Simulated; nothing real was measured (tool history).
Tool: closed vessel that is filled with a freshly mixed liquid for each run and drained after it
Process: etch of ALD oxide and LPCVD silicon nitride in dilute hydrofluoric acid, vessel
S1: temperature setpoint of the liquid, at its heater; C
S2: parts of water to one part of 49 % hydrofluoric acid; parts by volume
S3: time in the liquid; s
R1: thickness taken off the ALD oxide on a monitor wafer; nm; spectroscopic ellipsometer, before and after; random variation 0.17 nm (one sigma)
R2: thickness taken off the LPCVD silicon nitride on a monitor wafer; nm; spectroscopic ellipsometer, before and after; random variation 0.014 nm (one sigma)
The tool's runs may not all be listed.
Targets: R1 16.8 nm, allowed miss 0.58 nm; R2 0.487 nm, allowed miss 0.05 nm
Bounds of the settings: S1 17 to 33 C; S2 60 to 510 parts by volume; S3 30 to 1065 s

| run | hour | S1 | S2 | S3 | R1 | R2 |
|---|---|---|---|---|---|---|
| 1 | 0 | 25 | 285 | 545 | 39.232 | 1.0466 |
| 2 | 5.1 | 24.5 | 315 | 550 | 33.967 | 0.98508 |
| 3 | 7.9 | 23 | 330 | 540 | 29.871 | 0.81156 |
| 4 | 13.5 | 22.5 | 350 | 545 | 27.134 | 0.74714 |
| 5 | 19.2 | 22.5 | 350 | 430 | 21.482 | 0.59291 |
| 6 | 28.1 | 22.5 | 360 | 435 | 21.007 | 0.60413 |
| 7 | 32.5 | 22 | 370 | 440 | 20.414 | 0.57613 |
| 8 | 37.8 | 22 | 380 | 445 | 19.654 | 0.56031 |
| 9 | 45.5 | 22 | 385 | 450 | 19.816 | 0.56341 |
| 10 | 51.2 | 22 | 395 | 455 | 19.265 | 0.55795 |
| 11 | 55.4 | 22 | 400 | 455 | 18.73 | 0.53047 |
| 12 | 58 | 22 | 405 | 455 | 18.32 | 0.52576 |

5 next moves are on the table. One of them brings every result within its allowed miss. Which?
| A | 60.6 | 25 | 395 | 340 | ? | ? |
| B | 60.6 | 21 | 430 | 470 | ? | ? |
| C | 60.6 | 18 | 290 | 290 | ? | ? |
| D | 60.6 | 17 | 290 | 325 | ? | ? |
| E | 60.6 | 21 | 510 | 550 | ? | ? |

| move | R1 | R2 |
|---|---|---|
| A | 15.625 | 0.48729 |
| B | 16.86 | 0.4883 |
| C | 15.596 | 0.36446 |
| D | 16.83 | 0.38263 |
| E | 15.6 | 0.48437 |
A: takes the result that was furthest off past its target
B: meets every target
C: takes the result that was furthest off past its target
D: brings the result that was furthest off to its target, and leaves another outside
E: takes the result that was furthest off past its target
The right move is B.

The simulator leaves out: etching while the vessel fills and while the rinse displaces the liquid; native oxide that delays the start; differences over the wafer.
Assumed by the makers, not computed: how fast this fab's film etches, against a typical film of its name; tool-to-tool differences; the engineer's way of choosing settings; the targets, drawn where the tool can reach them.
